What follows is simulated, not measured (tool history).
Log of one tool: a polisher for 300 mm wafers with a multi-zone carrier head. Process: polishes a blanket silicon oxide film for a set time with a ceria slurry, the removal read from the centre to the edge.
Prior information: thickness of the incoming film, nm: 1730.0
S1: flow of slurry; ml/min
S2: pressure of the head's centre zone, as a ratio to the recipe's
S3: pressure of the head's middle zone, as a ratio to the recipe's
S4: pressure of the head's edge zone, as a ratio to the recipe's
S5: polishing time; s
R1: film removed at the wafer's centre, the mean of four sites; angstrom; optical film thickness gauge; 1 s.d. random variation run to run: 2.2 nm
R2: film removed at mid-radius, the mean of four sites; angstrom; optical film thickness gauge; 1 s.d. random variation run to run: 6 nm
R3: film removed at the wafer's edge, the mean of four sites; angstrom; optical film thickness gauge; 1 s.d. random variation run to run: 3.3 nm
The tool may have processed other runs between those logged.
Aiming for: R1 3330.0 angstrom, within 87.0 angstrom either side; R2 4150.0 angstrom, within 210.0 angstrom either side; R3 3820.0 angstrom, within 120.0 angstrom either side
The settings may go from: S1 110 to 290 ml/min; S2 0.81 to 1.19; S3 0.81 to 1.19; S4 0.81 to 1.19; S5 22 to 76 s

{"run": 1, "hour": 0.0, "S1": 185, "S2": 1.0, "S3": 1.0, "S4": 1.0, "S5": 49, "R1": 2570.1, "R2": 2560.1, "R3": 2522.4}
{"run": 2, "hour": 3.3, "S1": 185, "S2": 0.92, "S3": 1.0, "S4": 1.0, "S5": 49, "R1": 2396.6, "R2": 2545.9, "R3": 2567.2}
{"run": 3, "hour": 12.2, "S1": 190, "S2": 0.92, "S3": 1.02, "S4": 1.02, "S5": 51, "R1": 2499.6, "R2": 2725.8, "R3": 2694.3}
{"run": 4, "hour": 18.8, "S1": 190, "S2": 0.92, "S3": 0.95, "S4": 1.02, "S5": 51, "R1": 2489.8, "R2": 2572.6, "R3": 2682.4}
{"run": 5, "hour": 19.3, "S1": 195, "S2": 0.92, "S3": 0.98, "S4": 1.03, "S5": 53, "R1": 2598.2, "R2": 2658.8, "R3": 2816.5}
{"run": 6, "hour": 27.2, "S1": 195, "S2": 0.92, "S3": 0.98, "S4": 1.03, "S5": 58, "R1": 2871.8, "R2": 3110.8, "R3": 3073.0}
{"run": 7, "hour": 30.7, "S1": 200, "S2": 0.92, "S3": 1.0, "S4": 1.05, "S5": 59, "R1": 2898.2, "R2": 3075.0, "R3": 3173.1}
{"run": 8, "hour": 34.5, "S1": 200, "S2": 0.91, "S3": 1.02, "S4": 1.05, "S5": 60, "R1": 2947.9, "R2": 3316.4, "R3": 3231.5}
{"run": 9, "hour": 41.3, "S1": 205, "S2": 0.91, "S3": 1.03, "S4": 1.06, "S5": 61, "R1": 2965.7, "R2": 3302.6, "R3": 3276.5}
{"run": 10, "hour": 48.2, "S1": 205, "S2": 0.91, "S3": 1.04, "S4": 1.06, "S5": 62, "R1": 2990.1, "R2": 3380.2, "R3": 3390.0}
{"run": 11, "hour": 53.0, "S1": 205, "S2": 0.91, "S3": 1.05, "S4": 1.06, "S5": 63, "R1": 3068.0, "R2": 3514.5, "R3": 3438.9}
{"run": 12, "hour": 55.8, "S1": 255, "S2": 0.91, "S3": 1.15, "S4": 1.16, "S5": 65, "R1": 3270.0, "R2": 3951.4, "R3": 3787.4}

Of the 5 settings listed for the next run, only one would bring every result within its allowed miss of target. Which one?
{"run": "A", "hour": 58.6, "S1": 200, "S2": 0.91, "S3": 1.19, "S4": 1.14, "S5": 69, "R1": "?", "R2": "?", "R3": "?"}
{"run": "B", "hour": 58.6, "S1": 250, "S2": 0.84, "S3": 1.17, "S4": 1.16, "S5": 68, "R1": "?", "R2": "?", "R3": "?"}
{"run": "C", "hour": 58.6, "S1": 240, "S2": 0.9, "S3": 1.08, "S4": 1.19, "S5": 63, "R1": "?", "R2": "?", "R3": "?"}
{"run": "D", "hour": 58.6, "S1": 290, "S2": 0.91, "S3": 1.05, "S4": 1.17, "S5": 64, "R1": "?", "R2": "?", "R3": "?"}
{"run": "E", "hour": 58.6, "S1": 255, "S2": 0.89, "S3": 1.16, "S4": 1.19, "S5": 64, "R1": "?", "R2": "?", "R3": "?"}

move=A R1=3385.3 R2=4136.7 R3=3824.9
move=B R1=3176.0 R2=4132.0 R3=3879.6
move=C R1=3130.8 R2=3581.5 R3=3634.3
move=D R1=3285.3 R2=3631.6 R3=3715.1
move=E R1=3170.6 R2=3870.1 R3=3706.8
A: hits every target within its allowed miss
B: the furthest-off result lands on target, but another misses its tolerance
C: further off than the last run
D: further off than the last run
E: further off than the last run
Move A is the one to make.
